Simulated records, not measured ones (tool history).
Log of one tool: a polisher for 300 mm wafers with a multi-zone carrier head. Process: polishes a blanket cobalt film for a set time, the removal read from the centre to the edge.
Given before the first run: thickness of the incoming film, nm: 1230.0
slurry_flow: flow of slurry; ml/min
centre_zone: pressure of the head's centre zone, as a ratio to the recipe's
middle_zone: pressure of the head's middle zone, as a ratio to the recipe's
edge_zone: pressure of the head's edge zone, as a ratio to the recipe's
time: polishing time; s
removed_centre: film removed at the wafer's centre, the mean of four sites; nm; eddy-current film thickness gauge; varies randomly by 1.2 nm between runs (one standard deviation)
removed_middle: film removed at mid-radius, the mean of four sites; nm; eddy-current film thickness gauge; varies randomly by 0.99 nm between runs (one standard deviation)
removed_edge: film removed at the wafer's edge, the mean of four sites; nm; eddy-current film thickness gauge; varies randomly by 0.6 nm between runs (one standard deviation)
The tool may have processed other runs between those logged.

{"run": 1, "hour": 0.0, "slurry_flow": 195, "centre_zone": 1, "middle_zone": 1, "edge_zone": 1, "time": 33, "removed_centre": 110.72, "removed_middle": 111.95, "removed_edge": 108.59}
{"run": 2, "hour": 0.7, "slurry_flow": 190, "centre_zone": 0.99, "middle_zone": 0.99, "edge_zone": 0.99, "time": 33, "removed_centre": 109.62, "removed_middle": 108.18, "removed_edge": 108.15}
{"run": 3, "hour": 5.4, "slurry_flow": 210, "centre_zone": 0.99, "middle_zone": 0.99, "edge_zone": 0.99, "time": 33, "removed_centre": 111.77, "removed_middle": 111.11, "removed_edge": 109.96}
{"run": 4, "hour": 8.0, "slurry_flow": 210, "centre_zone": 0.99, "middle_zone": 0.99, "edge_zone": 1.05, "time": 33, "removed_centre": 111.98, "removed_middle": 112, "removed_edge": 111.48}
{"run": 5, "hour": 13.0, "slurry_flow": 210, "centre_zone": 1.06, "middle_zone": 0.99, "edge_zone": 1.05, "time": 33, "removed_centre": 119.98, "removed_middle": 107.77, "removed_edge": 113.21}
{"run": 6, "hour": 17.0, "slurry_flow": 255, "centre_zone": 1.06, "middle_zone": 0.99, "edge_zone": 1.05, "time": 33, "removed_centre": 121.23, "removed_middle": 116.17, "removed_edge": 115.35}
{"hour": 18.1, "done": "slurry nozzle cleaned"}
{"run": 7, "hour": 18.1, "slurry_flow": 250, "centre_zone": 1.05, "middle_zone": 0.98, "edge_zone": 1.04, "time": 33, "removed_centre": 127.86, "removed_middle": 119.08, "removed_edge": 117.26}
{"run": 8, "hour": 18.6, "slurry_flow": 255, "centre_zone": 1.08, "middle_zone": 0.99, "edge_zone": 1.14, "time": 23, "removed_centre": 90.543, "removed_middle": 82.643, "removed_edge": 86.211}

The next listed run, before its measurement:
{"run": 9, "hour": 25.0, "slurry_flow": 260, "centre_zone": 1.08, "middle_zone": 0.99, "edge_zone": 1.14, "time": 23, "removed_centre": "?", "removed_middle": "?", "removed_edge": "?"}

Run 9 yielded removed_centre 91.434 nm, removed_middle 83.267 nm, removed_edge 86.001 nm.
